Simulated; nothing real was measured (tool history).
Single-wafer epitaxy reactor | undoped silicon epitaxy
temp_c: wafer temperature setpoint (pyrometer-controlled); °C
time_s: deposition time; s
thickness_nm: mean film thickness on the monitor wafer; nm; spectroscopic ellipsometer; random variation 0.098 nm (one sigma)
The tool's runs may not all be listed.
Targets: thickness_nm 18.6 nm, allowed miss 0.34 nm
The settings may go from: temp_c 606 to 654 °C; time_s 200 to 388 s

run	day	temp_c	time_s	thickness_nm
1	0	630	294	29.453
2	0.204	630	268	26.991
3	0.362	634	268	29.266
4	0.538	642	268	34.198
5	0.642	642	228	29.092
6	0.983	642	211	27.107
7	1.175	639	211	25.206
8	1.338	627	210	19.979
9	1.433	626	210	19.428
10	1.717	625	210	19.128

4 next moves are on the table. One of them brings every result within its allowed miss. Which?
A	2	622	219	?
B	2	629	200	?
C	2	620	237	?
D	2	625	212	?

move	thickness_nm
A	18.864
B	19.845
C	19.599
D	19.407
A: meets every target
B: further off than the last run
C: further off than the last run
D: further off than the last run
Move A is the one to make.
